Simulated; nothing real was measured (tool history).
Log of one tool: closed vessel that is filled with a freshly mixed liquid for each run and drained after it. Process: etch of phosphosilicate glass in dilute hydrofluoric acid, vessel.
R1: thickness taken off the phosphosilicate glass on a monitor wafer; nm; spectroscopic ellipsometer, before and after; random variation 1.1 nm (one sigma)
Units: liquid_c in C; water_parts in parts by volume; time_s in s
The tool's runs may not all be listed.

{"run": 1, "hour": 0.0, "liquid_c": 21.0, "water_parts": 95, "time_s": 105, "R1": 78.645}
{"run": 2, "hour": 1.1, "liquid_c": 23.5, "water_parts": 95, "time_s": 105, "R1": 87.644}
{"run": 3, "hour": 7.3, "liquid_c": 23.5, "water_parts": 95, "time_s": 110, "R1": 90.759}
{"run": 4, "hour": 13.0, "liquid_c": 25.0, "water_parts": 95, "time_s": 110, "R1": 98.708}
{"run": 5, "hour": 18.0, "liquid_c": 26.0, "water_parts": 95, "time_s": 110, "R1": 102.19}
{"run": 6, "hour": 19.6, "liquid_c": 26.0, "water_parts": 80, "time_s": 110, "R1": 122.49}
{"run": 7, "hour": 20.9, "liquid_c": 25.5, "water_parts": 80, "time_s": 110, "R1": 122.33}
{"hour": 27.5, "done": "thermometer replaced"}
{"run": 8, "hour": 27.5, "liquid_c": 25.0, "water_parts": 80, "time_s": 110, "R1": 127.51}

Run 9 comes next. What will it give?
{"run": 9, "hour": 31.3, "liquid_c": 24.0, "water_parts": 80, "time_s": 110, "R1": "?"}

R1: 124.530 nm
